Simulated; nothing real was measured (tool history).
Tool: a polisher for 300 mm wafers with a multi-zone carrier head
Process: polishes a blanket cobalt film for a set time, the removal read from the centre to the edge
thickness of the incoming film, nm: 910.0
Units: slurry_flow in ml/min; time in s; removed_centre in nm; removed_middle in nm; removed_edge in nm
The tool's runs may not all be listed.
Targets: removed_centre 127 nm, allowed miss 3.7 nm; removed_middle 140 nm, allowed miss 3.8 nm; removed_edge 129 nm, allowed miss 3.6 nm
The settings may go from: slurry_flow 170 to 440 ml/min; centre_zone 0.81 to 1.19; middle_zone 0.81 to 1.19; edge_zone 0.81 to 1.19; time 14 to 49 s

{"run": 1, "hour": 0.0, "slurry_flow": 280, "centre_zone": 1, "middle_zone": 1, "edge_zone": 1, "time": 31, "removed_centre": 93.016, "removed_middle": 96.511, "removed_edge": 94.925}
{"run": 2, "hour": 4.8, "slurry_flow": 285, "centre_zone": 1.01, "middle_zone": 1.02, "edge_zone": 1.02, "time": 32, "removed_centre": 97.988, "removed_middle": 100.85, "removed_edge": 99.749}
{"run": 3, "hour": 11.2, "slurry_flow": 295, "centre_zone": 1.01, "middle_zone": 1.04, "edge_zone": 1.03, "time": 33, "removed_centre": 102.36, "removed_middle": 106, "removed_edge": 103.75}
{"run": 4, "hour": 18.5, "slurry_flow": 300, "centre_zone": 1.01, "middle_zone": 1.06, "edge_zone": 1.04, "time": 34, "removed_centre": 105.6, "removed_middle": 112.71, "removed_edge": 106.09}
{"run": 5, "hour": 19.5, "slurry_flow": 300, "centre_zone": 1.01, "middle_zone": 1.06, "edge_zone": 1.04, "time": 27, "removed_centre": 84.078, "removed_middle": 89.246, "removed_edge": 85.119}
{"run": 6, "hour": 22.2, "slurry_flow": 300, "centre_zone": 1.01, "middle_zone": 1.07, "edge_zone": 1.06, "time": 29, "removed_centre": 90.301, "removed_middle": 96.666, "removed_edge": 91.988}
{"run": 7, "hour": 27.3, "slurry_flow": 300, "centre_zone": 1.01, "middle_zone": 1.08, "edge_zone": 1.07, "time": 30, "removed_centre": 91.538, "removed_middle": 100.71, "removed_edge": 95.135}
{"run": 8, "hour": 33.7, "slurry_flow": 300, "centre_zone": 1.02, "middle_zone": 1.09, "edge_zone": 1.08, "time": 31, "removed_centre": 96.275, "removed_middle": 103.67, "removed_edge": 100.44}
{"run": 9, "hour": 39.0, "slurry_flow": 310, "centre_zone": 1.03, "middle_zone": 1.11, "edge_zone": 1.09, "time": 32, "removed_centre": 99.021, "removed_middle": 111.98, "removed_edge": 102.81}
{"run": 10, "hour": 44.0, "slurry_flow": 310, "centre_zone": 1.04, "middle_zone": 1.11, "edge_zone": 1.1, "time": 33, "removed_centre": 106.21, "removed_middle": 113.22, "removed_edge": 107.58}
{"run": 11, "hour": 50.5, "slurry_flow": 315, "centre_zone": 1.04, "middle_zone": 1.12, "edge_zone": 1.11, "time": 34, "removed_centre": 107.67, "removed_middle": 117.48, "removed_edge": 111.41}
{"run": 12, "hour": 51.7, "slurry_flow": 320, "centre_zone": 1.05, "middle_zone": 1.13, "edge_zone": 1.12, "time": 35, "removed_centre": 114.93, "removed_middle": 121.83, "removed_edge": 113.94}
{"run": 13, "hour": 54.3, "slurry_flow": 340, "centre_zone": 1.01, "middle_zone": 1.17, "edge_zone": 1.18, "time": 39, "removed_centre": 122.73, "removed_middle": 141.37, "removed_edge": 132.34}

4 next moves are on the table. One of them brings every result within its allowed miss. Which?
{"run": "A", "hour": 56.9, "slurry_flow": 315, "centre_zone": 0.98, "middle_zone": 1.15, "edge_zone": 1.19, "time": 41, "removed_centre": "?", "removed_middle": "?", "removed_edge": "?"}
{"run": "B", "hour": 56.9, "slurry_flow": 375, "centre_zone": 1.03, "middle_zone": 1.11, "edge_zone": 1.08, "time": 40, "removed_centre": "?", "removed_middle": "?", "removed_edge": "?"}
{"run": "C", "hour": 56.9, "slurry_flow": 290, "centre_zone": 0.96, "middle_zone": 1.1, "edge_zone": 1.19, "time": 42, "removed_centre": "?", "removed_middle": "?", "removed_edge": "?"}
{"run": "D", "hour": 56.9, "slurry_flow": 325, "centre_zone": 0.99, "middle_zone": 1.19, "edge_zone": 1.16, "time": 40, "removed_centre": "?", "removed_middle": "?", "removed_edge": "?"}

move=A removed_centre=122.26 removed_middle=146.02 removed_edge=137.1
move=B removed_centre=127.3 removed_middle=140.3 removed_edge=128.74
move=C removed_centre=121.63 removed_middle=143.06 removed_edge=139.72
move=D removed_centre=120.89 removed_middle=147.01 removed_edge=132.2
A: further off than the last run
B: meets every target
C: further off than the last run
D: further off than the last run
The right move is B.
